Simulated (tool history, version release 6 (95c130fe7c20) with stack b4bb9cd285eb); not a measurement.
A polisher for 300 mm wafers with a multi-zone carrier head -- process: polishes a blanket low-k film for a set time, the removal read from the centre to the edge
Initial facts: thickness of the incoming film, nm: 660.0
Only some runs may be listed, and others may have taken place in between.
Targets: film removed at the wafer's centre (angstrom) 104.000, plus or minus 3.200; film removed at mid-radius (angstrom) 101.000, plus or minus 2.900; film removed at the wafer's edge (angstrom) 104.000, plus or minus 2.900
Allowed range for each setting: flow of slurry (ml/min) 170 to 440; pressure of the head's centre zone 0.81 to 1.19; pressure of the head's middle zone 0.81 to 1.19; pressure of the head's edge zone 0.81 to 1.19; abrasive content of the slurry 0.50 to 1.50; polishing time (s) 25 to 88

run    day  flow of slurry (ml/min)  pressure of the head's centre zone  pressure of the head's middle zone  pressure of the head's edge zone  abrasive content of the slurry  polishing time (s)  film removed at the wafer's centre (angstrom)  film removed at mid-radius (angstrom)  film removed at the wafer's edge (angstrom)
  1  0.000                      280                                1.00                                1.00                              1.00                            1.00                  56                                        143.840                                141.540                                      143.910
  2  0.038                      280                                1.00                                1.00                              1.00                            0.85                  56                                        130.450                                127.730                                      129.040
  3  0.138                      280                                1.00                                1.00                              1.00                            0.85                  65                                        149.520                                149.810                                      149.600
  4  0.367                      255                                1.00                                1.00                              1.00                            0.85                  65                                        150.620                                147.710                                      149.140
  5  0.454                      255                                1.00                                1.00                              1.00                            0.85                  76                                        176.100                                170.100                                      172.590
  6  0.683                      245                                0.98                                0.97                              0.96                            0.75                  71                                        143.690                                142.530                                      144.280
  7  0.767                      235                                0.97                                0.94                              0.92                            0.65                  71                                        124.670                                119.180                                      122.240
  8  0.817                      230                                0.95                                0.92                              0.89                            0.65                  71                                        120.990                                120.080                                      121.760
  9  0.929                      220                                0.95                                0.90                              0.87                            0.65                  71                                        121.300                                117.080                                      118.740
 10  1.046                      195                                0.87                                0.83                              0.81                            0.50                  70                                         79.502                                 78.152                                       84.061
 11  1.283                      250                                0.89                                0.85                              0.82                            0.50                  70                                         84.708                                 83.569                                       87.628
 12  1.488                      250                                0.91                                0.88                              0.85                            0.50                  69                                         85.401                                 83.277                                       86.140
 13  1.542                      320                                0.95                                0.98                              0.95                            0.75                  69                                        138.770                                142.570                                      142.480
 14  1.600                      285                                0.94                                0.94                              0.91                            0.75                  69                                        136.810                                135.530                                      138.480
 15  1.658                      255                                0.93                                0.92                              0.88                            0.70                  69                                        125.670                                125.350                                      126.840
 16  1.775                      240                                0.93                                0.91                              0.87                            0.65                  69                                        117.170                                114.640                                      118.290
 17  1.921                      275                                0.93                                0.90                              0.87                            0.65                  69                                        118.340                                116.340                                      120.270
 18  2.167                      245                                0.93                                0.90                              0.87                            0.65                  69                                        117.820                                114.600                                      118.510
 19  2.196                      245                                0.93                                0.90                              0.87                            0.65                  69                                        118.070                                114.230                                      117.480
 20  2.367                      230                                0.93                                0.90                              0.87                            0.65                  69                                        116.260                                111.910                                      118.350

4 next moves are on the table. One of them brings every result within its allowed miss. Which?
  A  2.538                      185                                0.98                                0.81                              0.88                            0.65                  66                                              ?                                      ?                                            ?
  B  2.538                      280                                0.92                                0.90                              0.85                            0.80                  51                                              ?                                      ?                                            ?
  C  2.538                      170                                0.91                                0.82                              0.92                            0.70                  62                                              ?                                      ?                                            ?
  D  2.538                      290                                0.86                                0.88                              0.85                            0.60                  66                                              ?                                      ?                                            ?

move  film removed at the wafer's centre (angstrom)  film removed at mid-radius (angstrom)  film removed at the wafer's edge (angstrom)
   A                                        114.050                                 97.550                                      109.000
   B                                        104.650                                103.360                                      102.740
   C                                        104.770                                 97.724                                      110.680
   D                                         98.335                                102.050                                      103.250
A: nearer than the last run, and not there yet
B: all results land within tolerance of their targets
C: nearer than the last run, and not there yet
D: brings the result that was furthest off to its target, and leaves another outside
B meets every target.
